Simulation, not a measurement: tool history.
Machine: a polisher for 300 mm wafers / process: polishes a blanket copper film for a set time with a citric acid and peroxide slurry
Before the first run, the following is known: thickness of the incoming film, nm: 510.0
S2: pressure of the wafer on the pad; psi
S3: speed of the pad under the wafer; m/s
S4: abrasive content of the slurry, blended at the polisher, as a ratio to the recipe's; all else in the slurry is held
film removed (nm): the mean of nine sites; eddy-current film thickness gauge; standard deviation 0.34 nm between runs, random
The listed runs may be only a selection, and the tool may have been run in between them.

{"run": 1, "hour": 0.0, "flow of slurry (ml/min)": 145, "S2": 2.9, "S3": 1.1, "S4": 1, "polishing time (s)": 42, "film removed (nm)": 82.431}
{"run": 2, "hour": 7.6, "flow of slurry (ml/min)": 140, "S2": 2.6, "S3": 1.02, "S4": 1, "polishing time (s)": 42, "film removed (nm)": 69.442}
{"run": 3, "hour": 11.1, "flow of slurry (ml/min)": 140, "S2": 2.3, "S3": 0.94, "S4": 1, "polishing time (s)": 42, "film removed (nm)": 59.693}
{"run": 4, "hour": 19.7, "flow of slurry (ml/min)": 140, "S2": 2.3, "S3": 0.94, "S4": 0.85, "polishing time (s)": 42, "film removed (nm)": 56.905}
{"run": 5, "hour": 20.2, "flow of slurry (ml/min)": 140, "S2": 2.1, "S3": 0.88, "S4": 0.85, "polishing time (s)": 42, "film removed (nm)": 48.832}
{"run": 6, "hour": 23.7, "flow of slurry (ml/min)": 155, "S2": 2.1, "S3": 0.88, "S4": 0.85, "polishing time (s)": 42, "film removed (nm)": 50.821}
{"run": 7, "hour": 29.6, "flow of slurry (ml/min)": 150, "S2": 1.9, "S3": 0.84, "S4": 0.85, "polishing time (s)": 42, "film removed (nm)": 45.277}
{"run": 8, "hour": 38.3, "flow of slurry (ml/min)": 145, "S2": 1.8, "S3": 0.82, "S4": 0.85, "polishing time (s)": 42, "film removed (nm)": 41.525}

Run 9 is up next; what results do you expect?
{"run": 9, "hour": 40.0, "flow of slurry (ml/min)": 140, "S2": 1.7, "S3": 0.82, "S4": 0.85, "polishing time (s)": 42, "film removed (nm)": "?"}

film removed (nm): 39.221
